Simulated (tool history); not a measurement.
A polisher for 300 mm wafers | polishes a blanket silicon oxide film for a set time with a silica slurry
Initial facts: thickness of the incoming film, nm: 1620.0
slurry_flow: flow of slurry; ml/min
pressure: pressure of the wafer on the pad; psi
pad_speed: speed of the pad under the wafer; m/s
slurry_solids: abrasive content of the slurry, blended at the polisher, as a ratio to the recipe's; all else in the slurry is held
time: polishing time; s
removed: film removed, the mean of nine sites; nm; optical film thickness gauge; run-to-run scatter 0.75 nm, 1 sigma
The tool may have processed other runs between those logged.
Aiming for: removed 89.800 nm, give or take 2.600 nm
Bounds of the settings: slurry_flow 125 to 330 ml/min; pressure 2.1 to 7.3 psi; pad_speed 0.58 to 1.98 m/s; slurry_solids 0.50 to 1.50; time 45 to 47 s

{"run": 1, "hour": 0.0, "slurry_flow": 210, "pressure": 4.7, "pad_speed": 1.28, "slurry_solids": 1.0, "time": 45, "removed": 193.2}
{"run": 2, "hour": 8.2, "slurry_flow": 210, "pressure": 4.7, "pad_speed": 1.28, "slurry_solids": 1.1, "time": 45, "removed": 201.62}
{"run": 3, "hour": 12.0, "slurry_flow": 205, "pressure": 3.9, "pad_speed": 1.16, "slurry_solids": 1.1, "time": 45, "removed": 159.78}
{"run": 4, "hour": 13.1, "slurry_flow": 160, "pressure": 3.9, "pad_speed": 1.16, "slurry_solids": 1.1, "time": 45, "removed": 154.98}
{"run": 5, "hour": 16.8, "slurry_flow": 160, "pressure": 3.9, "pad_speed": 1.16, "slurry_solids": 1.2, "time": 45, "removed": 160.76}
{"run": 6, "hour": 25.1, "slurry_flow": 160, "pressure": 3.9, "pad_speed": 1.16, "slurry_solids": 1.05, "time": 45, "removed": 152.18}
{"run": 7, "hour": 30.8, "slurry_flow": 160, "pressure": 3.3, "pad_speed": 1.08, "slurry_solids": 1.05, "time": 45, "removed": 129.33}
{"run": 8, "hour": 38.1, "slurry_flow": 160, "pressure": 2.9, "pad_speed": 1.02, "slurry_solids": 1.05, "time": 45, "removed": 114.8}
{"run": 9, "hour": 45.8, "slurry_flow": 160, "pressure": 2.6, "pad_speed": 0.98, "slurry_solids": 1.05, "time": 45, "removed": 102.71}
{"run": 10, "hour": 52.9, "slurry_flow": 160, "pressure": 2.4, "pad_speed": 0.96, "slurry_solids": 1.05, "time": 45, "removed": 94.503}

Consider the 4 candidate settings below. Which is the only one whose results all fall within their allowed miss of target?
{"run": "A", "hour": 60.0, "slurry_flow": 180, "pressure": 3.0, "pad_speed": 0.9, "slurry_solids": 0.9, "time": 47, "removed": "?"}
{"run": "B", "hour": 60.0, "slurry_flow": 155, "pressure": 2.3, "pad_speed": 0.98, "slurry_solids": 1.05, "time": 47, "removed": "?"}
{"run": "C", "hour": 60.0, "slurry_flow": 130, "pressure": 2.8, "pad_speed": 0.8, "slurry_solids": 1.1, "time": 45, "removed": "?"}
{"run": "D", "hour": 60.0, "slurry_flow": 170, "pressure": 2.1, "pad_speed": 1.02, "slurry_solids": 1.2, "time": 45, "removed": "?"}

move=A removed=103.080
move=B removed=97.144
move=C removed=89.983
move=D removed=96.334
A: the biggest miss grows against the last run
B: the biggest miss grows against the last run
C: meets every target
D: the biggest miss grows against the last run
Answer: C
